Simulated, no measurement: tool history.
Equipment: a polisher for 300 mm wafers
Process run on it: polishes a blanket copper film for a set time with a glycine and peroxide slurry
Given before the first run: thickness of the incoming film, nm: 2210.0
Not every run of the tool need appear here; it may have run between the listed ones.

run	hour	flow of slurry (ml/min)	pressure of the wafer on the pad (psi)	speed of the pad under the wafer (m/s)	polishing time (s)	film removed (angstrom)
1	0	215	2.1	1.06	50	2563.6
2	1	215	1.7	1.06	50	2113.2
3	1.9	210	1.6	1.06	50	2074
4	5.7	210	1.2	1.06	50	1699.8
5	14.3	210	1	1.06	50	1545.1
6	15	160	1	1.06	50	1496.4
7	20.1	165	1.1	1.06	50	1552

Run 8 is up next; what results do you expect?
8	28.7	180	1.2	1.06	50	?

{"run 8": {"film removed (angstrom)": 1663.2}}
